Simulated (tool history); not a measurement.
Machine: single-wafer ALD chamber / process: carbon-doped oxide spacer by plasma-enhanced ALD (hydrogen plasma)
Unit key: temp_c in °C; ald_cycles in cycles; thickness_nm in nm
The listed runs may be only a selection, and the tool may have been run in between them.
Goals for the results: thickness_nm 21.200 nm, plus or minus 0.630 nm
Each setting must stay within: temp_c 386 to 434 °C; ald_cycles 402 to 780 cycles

run	hour	temp_c	ald_cycles	thickness_nm
1	0.0	410	591	27.888
2	7.3	419	591	26.928
3	14.0	428	591	26.034
4	21.5	421	591	26.855
5	27.7	428	591	26.152
6	35.2	429	572	25.154
7	38.6	430	557	24.343
8	42.2	433	468	20.227

4 candidate next runs follow, results not yet known. Just one meets every target within its allowed miss. Identify it.
A	45.8	432	439	?
B	45.8	424	514	?
C	45.8	431	517	?
D	45.8	431	485	?

move	thickness_nm
A	18.998
B	22.934
C	22.460
D	21.070
A: the biggest miss grows against the last run
B: takes the biggest miss from the last run beyond its target
C: takes the biggest miss from the last run beyond its target
D: hits every target within its allowed miss
Move D is the one to make.
